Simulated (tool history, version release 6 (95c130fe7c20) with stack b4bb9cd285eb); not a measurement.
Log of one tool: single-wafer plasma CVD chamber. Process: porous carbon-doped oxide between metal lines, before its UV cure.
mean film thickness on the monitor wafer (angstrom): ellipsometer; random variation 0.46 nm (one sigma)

run  hour  heater temperature setpoint (°C)  RF power (W)  deposition time (s)  mean film thickness on the monitor wafer (angstrom)
  1     0                               280           560                 38.3                                               2643.6
  2     1                               282           555                 38.3                                               2587.5
  3   8.7                               284           550                 38.3                                               2552.4
  4  13.3                               284           475                 38.3                                               2351.4
  5  20.6                               285           475                 38.3                                               2336.7
  6  28.3                               286           475                 38.3                                               2315.9

Run 7 comes next. What will it give?
  7  31.7                               287           475                 38.3                                                    ?

mean film thickness on the monitor wafer (angstrom): 2308.5

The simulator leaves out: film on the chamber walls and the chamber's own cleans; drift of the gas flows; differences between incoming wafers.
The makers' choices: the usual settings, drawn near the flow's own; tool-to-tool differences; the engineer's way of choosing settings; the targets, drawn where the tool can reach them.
